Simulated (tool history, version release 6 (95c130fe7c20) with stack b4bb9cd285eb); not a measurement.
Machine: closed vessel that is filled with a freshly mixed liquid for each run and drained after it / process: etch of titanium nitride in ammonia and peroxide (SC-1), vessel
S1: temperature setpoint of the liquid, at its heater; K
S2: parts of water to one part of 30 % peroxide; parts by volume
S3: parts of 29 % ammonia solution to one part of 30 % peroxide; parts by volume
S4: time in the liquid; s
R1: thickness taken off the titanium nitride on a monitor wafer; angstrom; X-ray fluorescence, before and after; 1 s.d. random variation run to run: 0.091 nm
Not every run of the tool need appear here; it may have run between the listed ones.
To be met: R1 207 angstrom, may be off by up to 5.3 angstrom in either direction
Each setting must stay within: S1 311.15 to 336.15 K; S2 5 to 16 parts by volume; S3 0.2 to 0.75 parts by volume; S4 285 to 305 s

run  hour      S1  S2    S3   S4      R1
  1     0  320.15   9  0.45  285  149.72
  2   2.1  321.15   9  0.45  285  161.06
  3   6.5  321.65   9  0.45  285  164.65
  4  15.4  322.15   9  0.45  285  170.75
  5  21.5  316.15   9  0.45  285  111.52
  6    27  311.15   9  0.45  285  77.527
  7    28  314.15   9  0.45  285  96.885
  8  35.4  322.15   9  0.45  285  172.43

Which one of the following 5 next-run settings gets every result inside its allowed miss? There is exactly one.
  A  42.8  329.65   14  0.25  305   ?
  B  42.8  322.15    7   0.4  290   ?
  C  42.8  321.65    8   0.5  305   ?
  D  42.8  322.65  9.5  0.55  305   ?
  E  42.8  323.15    9   0.6  305   ?

move      R1
   A  218.65
   B  195.39
   C  192.69
   D   192.4
   E  207.85
A: the result that was furthest off in the last run now lies on the other side of its target
B: gains on the last run, yet a result remains outside its allowed miss
C: gains on the last run, yet a result remains outside its allowed miss
D: gains on the last run, yet a result remains outside its allowed miss
E: meets every target
So the answer is move E, the one that meets all the targets.
